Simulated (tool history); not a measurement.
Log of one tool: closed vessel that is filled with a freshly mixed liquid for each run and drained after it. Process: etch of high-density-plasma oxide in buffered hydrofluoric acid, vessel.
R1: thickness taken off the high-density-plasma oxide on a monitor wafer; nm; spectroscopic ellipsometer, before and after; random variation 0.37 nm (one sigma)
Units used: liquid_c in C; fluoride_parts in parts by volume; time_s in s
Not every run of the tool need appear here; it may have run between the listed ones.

run 1 hour=0 | liquid_c=21 fluoride_parts=11 time_s=100 | R1=107.83
run 2 hour=6.5 | liquid_c=21 fluoride_parts=11 time_s=105 | R1=113.61
run 3 hour=11.3 | liquid_c=18.5 fluoride_parts=11 time_s=105 | R1=98.809
run 4 hour=12.6 | liquid_c=18.5 fluoride_parts=10 time_s=105 | R1=109.28
run 5 hour=19.1 | liquid_c=18.5 fluoride_parts=8.5 time_s=105 | R1=124.45
run 6 hour=24.3 | liquid_c=18.5 fluoride_parts=9 time_s=105 | R1=120.59

Run 7 has not been measured yet. What should we expect?
run 7 hour=30.6 | liquid_c=18.5 fluoride_parts=9.5 time_s=105 | R1=?

R1: 114.02 nm
